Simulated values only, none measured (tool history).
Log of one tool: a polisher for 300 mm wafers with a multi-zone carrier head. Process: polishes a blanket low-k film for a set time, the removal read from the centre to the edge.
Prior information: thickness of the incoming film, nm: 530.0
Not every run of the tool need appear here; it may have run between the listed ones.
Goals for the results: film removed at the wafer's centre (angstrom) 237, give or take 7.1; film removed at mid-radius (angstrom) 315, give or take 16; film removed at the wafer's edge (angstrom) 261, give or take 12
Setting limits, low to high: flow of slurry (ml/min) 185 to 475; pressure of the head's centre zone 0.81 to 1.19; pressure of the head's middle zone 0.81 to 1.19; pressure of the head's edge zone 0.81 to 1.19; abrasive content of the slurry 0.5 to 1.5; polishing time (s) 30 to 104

| run | hour | flow of slurry (ml/min) | pressure of the head's centre zone | pressure of the head's middle zone | pressure of the head's edge zone | abrasive content of the slurry | polishing time (s) | film removed at the wafer's centre (angstrom) | film removed at mid-radius (angstrom) | film removed at the wafer's edge (angstrom) |
|---|---|---|---|---|---|---|---|---|---|---|
| 1 | 0 | 305 | 1 | 1 | 1 | 1 | 67 | 345.57 | 349.05 | 334.64 |
| 2 | 7 | 305 | 0.96 | 1.02 | 0.98 | 0.9 | 67 | 316.58 | 337.16 | 330.73 |
| 3 | 13.7 | 305 | 0.96 | 1.02 | 0.98 | 0.8 | 67 | 298.33 | 317.59 | 304.38 |
| 4 | 18.6 | 305 | 0.96 | 1.02 | 0.98 | 0.95 | 67 | 325.48 | 345.42 | 327.46 |
| 5 | 26.3 | 305 | 0.94 | 1.05 | 0.95 | 0.85 | 66 | 296.61 | 334.59 | 302.58 |
| 6 | 30.3 | 305 | 0.92 | 1.06 | 0.93 | 0.8 | 66 | 286.6 | 326.25 | 297.11 |
| 7 | 34.8 | 305 | 0.82 | 1.16 | 0.84 | 0.55 | 64 | 213.51 | 296.33 | 237.54 |
| 8 | 43.7 | 310 | 0.83 | 1.16 | 0.86 | 0.55 | 64 | 217.15 | 299.4 | 238.24 |
| 9 | 51 | 310 | 0.84 | 1.16 | 0.88 | 0.55 | 64 | 217.52 | 299.66 | 240.98 |
| 10 | 57.7 | 310 | 0.85 | 1.16 | 0.89 | 0.55 | 64 | 220.2 | 297.51 | 238.41 |
| 11 | 63.3 | 310 | 0.85 | 1.16 | 0.89 | 0.6 | 64 | 228.54 | 306.47 | 245.89 |
| 12 | 69.9 | 310 | 0.85 | 1.16 | 0.9 | 0.6 | 64 | 228.24 | 311.08 | 255.64 |

Pick the move, out of 5, that brings all results within their allowed miss; only one does.
| A | 76.5 | 245 | 0.81 | 1.17 | 0.9 | 0.55 | 67 | ? | ? | ? |
| B | 76.5 | 275 | 0.84 | 1.19 | 0.9 | 0.6 | 63 | ? | ? | ? |
| C | 76.5 | 200 | 0.82 | 1.19 | 0.89 | 0.6 | 68 | ? | ? | ? |
| D | 76.5 | 325 | 0.87 | 1.17 | 0.93 | 0.6 | 65 | ? | ? | ? |
| E | 76.5 | 355 | 0.84 | 1.14 | 0.9 | 0.65 | 61 | ? | ? | ? |

| move | film removed at the wafer's centre (angstrom) | film removed at mid-radius (angstrom) | film removed at the wafer's edge (angstrom) |
|---|---|---|---|
| A | 212.67 | 313.3 | 250.44 |
| B | 217.42 | 312.88 | 245.81 |
| C | 221.36 | 327.53 | 257.95 |
| D | 235.94 | 322.47 | 260.26 |
| E | 222.31 | 307.73 | 249.84 |
A: misses by more than the last run did
B: misses by more than the last run did
C: misses by more than the last run did
D: in spec on every target
E: misses by more than the last run did
D meets every target.

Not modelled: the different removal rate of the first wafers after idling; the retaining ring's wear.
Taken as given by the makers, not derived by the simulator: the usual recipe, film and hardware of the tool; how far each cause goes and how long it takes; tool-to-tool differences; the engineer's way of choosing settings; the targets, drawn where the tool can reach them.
